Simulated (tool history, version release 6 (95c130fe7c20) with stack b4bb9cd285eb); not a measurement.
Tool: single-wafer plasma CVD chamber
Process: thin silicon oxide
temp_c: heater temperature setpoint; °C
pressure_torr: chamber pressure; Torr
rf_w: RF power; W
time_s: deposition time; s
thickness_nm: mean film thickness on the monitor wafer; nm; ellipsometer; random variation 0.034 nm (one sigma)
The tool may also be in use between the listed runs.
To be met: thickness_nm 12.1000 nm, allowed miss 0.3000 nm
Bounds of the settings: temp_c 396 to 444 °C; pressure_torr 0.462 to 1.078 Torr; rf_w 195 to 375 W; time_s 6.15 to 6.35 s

Run 1, hour 0.0: temp_c 420 °C, pressure_torr 0.770 Torr, rf_w 285 W, time_s 6.15 s. Result: thickness_nm 9.2671 nm.
Run 2, hour 2.3: temp_c 420 °C, pressure_torr 0.770 Torr, rf_w 285 W, time_s 6.15 s. Result: thickness_nm 9.2765 nm.
Run 3, hour 5.1: temp_c 420 °C, pressure_torr 0.770 Torr, rf_w 320 W, time_s 6.15 s. Result: thickness_nm 9.6778 nm.
Run 4, hour 5.9: temp_c 420 °C, pressure_torr 0.824 Torr, rf_w 320 W, time_s 6.15 s. Result: thickness_nm 10.3470 nm.
Run 5, hour 14.6: temp_c 415 °C, pressure_torr 0.824 Torr, rf_w 320 W, time_s 6.15 s. Result: thickness_nm 10.4030 nm.
Run 6, hour 18.7: temp_c 415 °C, pressure_torr 0.930 Torr, rf_w 320 W, time_s 6.15 s. Result: thickness_nm 11.5600 nm.
Run 7, hour 25.5: temp_c 415 °C, pressure_torr 0.943 Torr, rf_w 320 W, time_s 6.15 s. Result: thickness_nm 11.6690 nm.
Run 8, hour 29.4: temp_c 415 °C, pressure_torr 0.943 Torr, rf_w 320 W, time_s 6.15 s. Result: thickness_nm 11.6100 nm.
Run 9, hour 30.9: temp_c 415 °C, pressure_torr 0.955 Torr, rf_w 320 W, time_s 6.15 s. Result: thickness_nm 11.7860 nm.

4 next moves are on the table. One of them brings every result within its allowed miss. Which?
Run A, hour 32.4: temp_c 423 °C, pressure_torr 0.994 Torr, rf_w 330 W, time_s 6.35 s. Result: thickness_nm ?.
Run B, hour 32.4: temp_c 418 °C, pressure_torr 1.038 Torr, rf_w 350 W, time_s 6.15 s. Result: thickness_nm ?.
Run C, hour 32.4: temp_c 408 °C, pressure_torr 0.859 Torr, rf_w 345 W, time_s 6.35 s. Result: thickness_nm ?.
Run D, hour 32.4: temp_c 418 °C, pressure_torr 1.018 Torr, rf_w 290 W, time_s 6.30 s. Result: thickness_nm ?.

move  thickness_nm
   A       12.6180
   B       12.8980
   C       11.4830
   D       12.1740
A: takes the result that was furthest off past its target
B: takes the result that was furthest off past its target
C: further off than the last run
D: meets every target
Answer: D
